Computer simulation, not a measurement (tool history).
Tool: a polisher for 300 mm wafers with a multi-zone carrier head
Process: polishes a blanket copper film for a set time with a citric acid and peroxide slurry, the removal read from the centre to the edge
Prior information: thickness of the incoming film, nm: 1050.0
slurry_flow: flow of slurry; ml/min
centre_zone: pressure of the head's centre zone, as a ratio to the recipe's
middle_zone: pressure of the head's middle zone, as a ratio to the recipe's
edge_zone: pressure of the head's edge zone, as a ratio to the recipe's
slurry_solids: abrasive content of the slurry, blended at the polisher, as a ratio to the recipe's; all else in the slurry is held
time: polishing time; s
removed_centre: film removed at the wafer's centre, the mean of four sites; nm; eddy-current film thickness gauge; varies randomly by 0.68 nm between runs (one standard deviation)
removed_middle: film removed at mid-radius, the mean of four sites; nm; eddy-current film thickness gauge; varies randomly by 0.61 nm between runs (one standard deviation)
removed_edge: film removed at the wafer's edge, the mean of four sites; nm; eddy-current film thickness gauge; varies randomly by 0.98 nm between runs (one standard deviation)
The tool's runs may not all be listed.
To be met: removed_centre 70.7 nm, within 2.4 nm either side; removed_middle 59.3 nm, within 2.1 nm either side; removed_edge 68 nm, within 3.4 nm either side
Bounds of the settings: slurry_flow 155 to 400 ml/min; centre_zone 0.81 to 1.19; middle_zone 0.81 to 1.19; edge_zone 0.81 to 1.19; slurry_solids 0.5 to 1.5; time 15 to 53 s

| run | hour | slurry_flow | centre_zone | middle_zone | edge_zone | slurry_solids | time | removed_centre | removed_middle | removed_edge |
|---|---|---|---|---|---|---|---|---|---|---|
| 1 | 0 | 255 | 1 | 1 | 1 | 1 | 34 | 109.99 | 108.78 | 118.37 |
| 2 | 6.5 | 255 | 1.01 | 0.96 | 0.96 | 0.85 | 30 | 94.675 | 91.341 | 98.196 |
| 3 | 15.1 | 225 | 1.01 | 0.96 | 0.96 | 0.85 | 30 | 92.149 | 87.107 | 97.856 |
| 4 | 21.7 | 225 | 1.01 | 0.96 | 0.96 | 0.85 | 38 | 116.08 | 112 | 125.43 |
| 5 | 25 | 225 | 1.03 | 0.92 | 0.93 | 0.75 | 33 | 99.013 | 89.618 | 100.34 |
| 6 | 33.3 | 220 | 1.03 | 0.89 | 0.9 | 0.65 | 30 | 87.781 | 76.429 | 88.25 |
| 7 | 40.9 | 225 | 1.03 | 0.88 | 0.88 | 0.6 | 28 | 80.165 | 70.003 | 82.08 |
| 8 | 49.4 | 225 | 1.04 | 0.88 | 0.86 | 0.55 | 27 | 77.648 | 67.366 | 75.525 |
| 9 | 57.5 | 220 | 1.04 | 0.87 | 0.85 | 0.55 | 26 | 73.905 | 64.94 | 72.988 |
| 10 | 62.9 | 220 | 1.04 | 0.87 | 0.85 | 0.55 | 26 | 75.106 | 62.839 | 72.998 |
| 11 | 70.1 | 215 | 1.04 | 0.87 | 0.84 | 0.55 | 26 | 75.602 | 63.111 | 72.563 |
| 12 | 71 | 210 | 1.03 | 0.87 | 0.83 | 0.55 | 26 | 72.892 | 62.32 | 72.201 |
| 13 | 73.2 | 205 | 1.04 | 0.87 | 0.82 | 0.55 | 26 | 73.299 | 62.776 | 70.823 |
| 14 | 79.9 | 190 | 1.04 | 0.84 | 0.81 | 0.5 | 25 | 68.234 | 55.042 | 67.078 |

Exercise: of the 4 proposed moves below, exactly one satisfies all targets within the stated allowed misses. Which move is it?
| A | 86.6 | 195 | 0.98 | 0.91 | 0.81 | 0.5 | 26 | ? | ? | ? |
| B | 86.6 | 185 | 0.95 | 0.86 | 0.96 | 0.65 | 25 | ? | ? | ? |
| C | 86.6 | 180 | 0.94 | 0.88 | 0.83 | 0.5 | 27 | ? | ? | ? |
| D | 86.6 | 285 | 1.01 | 0.82 | 0.81 | 0.5 | 24 | ? | ? | ? |

| move | removed_centre | removed_middle | removed_edge |
|---|---|---|---|
| A | 65.668 | 62.644 | 69.322 |
| B | 63.008 | 59.347 | 74.78 |
| C | 63.512 | 61.708 | 71.556 |
| D | 69.285 | 58.159 | 68.342 |
A: pushes the last run's worst result past its target
B: meets the target for the result that was furthest off, but another lies outside its allowed miss
C: pushes the last run's worst result past its target
D: all results in spec
Answer: D
